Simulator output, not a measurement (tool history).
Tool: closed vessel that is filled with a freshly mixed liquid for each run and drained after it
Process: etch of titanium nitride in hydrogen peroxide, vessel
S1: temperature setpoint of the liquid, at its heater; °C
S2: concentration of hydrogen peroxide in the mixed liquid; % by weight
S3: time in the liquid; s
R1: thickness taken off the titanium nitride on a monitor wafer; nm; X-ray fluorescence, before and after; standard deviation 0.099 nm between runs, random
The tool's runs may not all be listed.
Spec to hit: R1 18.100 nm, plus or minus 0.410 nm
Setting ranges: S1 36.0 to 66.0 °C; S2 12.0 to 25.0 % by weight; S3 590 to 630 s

run	hour	S1	S2	S3	R1
1	0.0	52.0	17.0	590	30.908
2	7.6	52.0	20.5	590	32.225
3	10.4	50.5	20.5	590	28.702
4	17.1	49.5	20.5	590	26.897
5	18.6	49.5	20.5	630	28.879
6	25.2	48.5	20.5	630	26.815
7	28.5	48.5	20.5	630	26.948
8	31.5	47.5	20.5	630	24.674
9	34.4	42.5	20.5	630	17.308

Which single option among these 4 for the next run brings every result within its allowed miss of target? Just one does.
A	37.3	43.5	23.5	630	?
B	37.3	44.5	17.5	595	?
C	37.3	44.0	12.5	630	?
D	37.3	44.0	20.0	630	?

move	R1
A	19.034
B	18.188
C	17.283
D	19.087
A: pushes the last run's worst result past its target
B: in spec on every target
C: about the same distance from the targets as the last run
D: pushes the last run's worst result past its target
Go with B: it meets all targets.
